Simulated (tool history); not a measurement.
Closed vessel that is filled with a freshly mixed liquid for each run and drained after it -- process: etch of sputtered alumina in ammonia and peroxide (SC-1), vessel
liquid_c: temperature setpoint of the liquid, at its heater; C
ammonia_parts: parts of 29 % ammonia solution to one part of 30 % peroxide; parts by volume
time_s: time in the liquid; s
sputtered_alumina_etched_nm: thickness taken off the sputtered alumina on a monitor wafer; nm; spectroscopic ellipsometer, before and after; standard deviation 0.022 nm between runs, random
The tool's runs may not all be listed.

run  hour  liquid_c  ammonia_parts  time_s  sputtered_alumina_etched_nm
  1     0        51           0.55     195                       7.7543
  2   3.5        51           0.75     195                       7.9836
  3  11.4      57.5           0.75     195                       11.374
  4  15.9      53.5           0.75     195                       9.1227
  5  24.7        50           0.75     195                       7.5545
  6  27.2        50            0.9     195                       7.6967

The next listed run, before its measurement:
  7  34.8        42            0.9     195                            ?

sputtered_alumina_etched_nm: 4.8778 nm

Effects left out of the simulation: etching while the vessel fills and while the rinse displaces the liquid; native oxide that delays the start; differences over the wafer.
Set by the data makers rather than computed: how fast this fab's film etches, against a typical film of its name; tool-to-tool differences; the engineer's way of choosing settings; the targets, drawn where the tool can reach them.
